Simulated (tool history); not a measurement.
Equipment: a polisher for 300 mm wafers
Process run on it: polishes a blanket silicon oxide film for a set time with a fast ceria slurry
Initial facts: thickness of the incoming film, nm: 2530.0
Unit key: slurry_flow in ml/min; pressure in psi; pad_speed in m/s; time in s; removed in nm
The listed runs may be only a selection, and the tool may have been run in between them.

{"run": 1, "hour": 0.0, "slurry_flow": 255, "pressure": 2.4, "pad_speed": 0.96, "time": 70, "removed": 870.63}
{"run": 2, "hour": 1.5, "slurry_flow": 255, "pressure": 2.9, "pad_speed": 0.96, "time": 70, "removed": 1032}
{"run": 3, "hour": 2.5, "slurry_flow": 255, "pressure": 2.9, "pad_speed": 0.96, "time": 70, "removed": 1088.7}
{"run": 4, "hour": 4.9, "slurry_flow": 255, "pressure": 2.9, "pad_speed": 0.86, "time": 70, "removed": 962.9}
{"run": 5, "hour": 5.9, "slurry_flow": 255, "pressure": 3, "pad_speed": 0.86, "time": 70, "removed": 971.73}
{"run": 6, "hour": 9.7, "slurry_flow": 255, "pressure": 3.1, "pad_speed": 0.86, "time": 70, "removed": 1005.5}

For run 7, what comes out?
{"run": 7, "hour": 10.2, "slurry_flow": 255, "pressure": 3.2, "pad_speed": 0.86, "time": 70, "removed": "?"}

Run 7 measured removed 1049.1 nm.
